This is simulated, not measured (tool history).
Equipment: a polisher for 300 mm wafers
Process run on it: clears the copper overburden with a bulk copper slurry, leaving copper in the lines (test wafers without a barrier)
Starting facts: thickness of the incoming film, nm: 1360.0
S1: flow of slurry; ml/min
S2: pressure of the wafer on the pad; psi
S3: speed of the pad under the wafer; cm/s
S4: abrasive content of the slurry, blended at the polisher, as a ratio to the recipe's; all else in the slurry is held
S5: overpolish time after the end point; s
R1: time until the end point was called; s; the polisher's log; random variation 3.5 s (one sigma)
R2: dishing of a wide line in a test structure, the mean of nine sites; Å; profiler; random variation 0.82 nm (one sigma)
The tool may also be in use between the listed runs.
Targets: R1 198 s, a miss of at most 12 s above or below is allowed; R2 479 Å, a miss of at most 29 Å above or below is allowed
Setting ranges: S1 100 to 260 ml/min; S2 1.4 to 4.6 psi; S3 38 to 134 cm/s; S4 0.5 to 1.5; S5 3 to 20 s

Run 1, day 0: S1 165 ml/min, S2 3 psi, S3 86 cm/s, S4 1, S5 10 s. Result: R1 177.39 s, R2 360.05 Å.
Run 2, day 0.075: S1 145 ml/min, S2 3 psi, S3 86 cm/s, S4 1, S5 10 s. Result: R1 180.67 s, R2 360.17 Å.
Run 3, day 0.154: S1 145 ml/min, S2 3 psi, S3 86 cm/s, S4 1, S5 11 s. Result: R1 180.23 s, R2 389.2 Å.
Run 4, day 0.25: S1 145 ml/min, S2 3 psi, S3 86 cm/s, S4 0.85, S5 11 s. Result: R1 189.21 s, R2 367.6 Å.
Run 5, day 0.542: S1 145 ml/min, S2 3 psi, S3 86 cm/s, S4 1, S5 11 s. Result: R1 184.7 s, R2 380.99 Å.
Run 6, day 0.812: S1 145 ml/min, S2 3 psi, S3 86 cm/s, S4 1, S5 8 s. Result: R1 172.73 s, R2 304.01 Å.
Run 7, day 1.146: S1 145 ml/min, S2 3 psi, S3 86 cm/s, S4 1, S5 8 s. Result: R1 180.75 s, R2 298.04 Å.
Run 8, day 1.212: S1 150 ml/min, S2 2.9 psi, S3 86 cm/s, S4 1, S5 9 s. Result: R1 184.44 s, R2 322.26 Å.
Run 9, day 1.546: S1 150 ml/min, S2 2.9 psi, S3 86 cm/s, S4 1, S5 10 s. Result: R1 185.22 s, R2 352.33 Å.
Run 10, day 1.675: S1 150 ml/min, S2 2.8 psi, S3 86 cm/s, S4 1, S5 11 s. Result: R1 195.98 s, R2 369.35 Å.
Run 11, day 1.988: S1 150 ml/min, S2 2.8 psi, S3 86 cm/s, S4 1, S5 12 s. Result: R1 193.96 s, R2 383.38 Å.
Run 12, day 2.308: S1 150 ml/min, S2 2.8 psi, S3 86 cm/s, S4 1, S5 13 s. Result: R1 194.24 s, R2 395.62 Å.

Of the 5 settings listed for the next run, only one would bring every result within its allowed miss of target. Which one?
Run A, day 2.629: S1 155 ml/min, S2 2.7 psi, S3 86 cm/s, S4 1, S5 14 s. Result: R1 ?, R2 ?.
Run B, day 2.629: S1 170 ml/min, S2 2.7 psi, S3 88 cm/s, S4 0.9, S5 17 s. Result: R1 ?, R2 ?.
Run C, day 2.629: S1 110 ml/min, S2 3.4 psi, S3 82 cm/s, S4 1.2, S5 11 s. Result: R1 ?, R2 ?.
Run D, day 2.629: S1 140 ml/min, S2 3 psi, S3 96 cm/s, S4 0.85, S5 15 s. Result: R1 ?, R2 ?.
Run E, day 2.629: S1 150 ml/min, S2 2.8 psi, S3 70 cm/s, S4 0.95, S5 16 s. Result: R1 ?, R2 ?.

move      R1      R2
   A  203.14  426.25
   B  202.41   482.4
   C  172.97  412.29
   D  177.32   490.5
   E  244.77     413
A: moves toward the targets from the last run without getting all of them in spec
B: meets every target
C: moves toward the targets from the last run without getting all of them in spec
D: corrects the largest miss of the last run, while another result sits out of spec
E: its largest miss is bigger than the last run's
B meets every target.

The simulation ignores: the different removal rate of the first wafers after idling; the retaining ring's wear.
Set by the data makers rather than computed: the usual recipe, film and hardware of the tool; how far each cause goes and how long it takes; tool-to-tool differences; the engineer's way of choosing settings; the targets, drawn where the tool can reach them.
